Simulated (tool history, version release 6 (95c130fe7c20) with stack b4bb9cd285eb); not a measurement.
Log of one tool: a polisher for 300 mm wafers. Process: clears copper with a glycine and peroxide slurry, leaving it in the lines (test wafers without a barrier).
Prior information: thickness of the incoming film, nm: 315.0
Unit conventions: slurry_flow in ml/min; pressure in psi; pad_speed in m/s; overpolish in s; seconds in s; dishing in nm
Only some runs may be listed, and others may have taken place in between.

run,hour,slurry_flow,pressure,pad_speed,overpolish,seconds,dishing
1,0,225,2.8,0.78,21,65.789,48.276
2,1.9,225,2.8,0.78,16,67.61,39.849
3,10.1,270,2.8,0.78,16,67.039,40.733
4,12,310,2.8,0.78,16,64.504,42.208
5,21.1,350,2.8,0.78,16,64.252,40.837
6,22.2,350,2.8,0.78,19,63.878,47.495
7,26.2,350,2.9,0.78,19,62.435,48.276

What will run 8 give?
# hour 27.3: slurry nozzle cleaned
8,27.3,350,3,0.78,19,?,?

{"run 8": {"seconds": 59.55, "dishing": 51.126}}
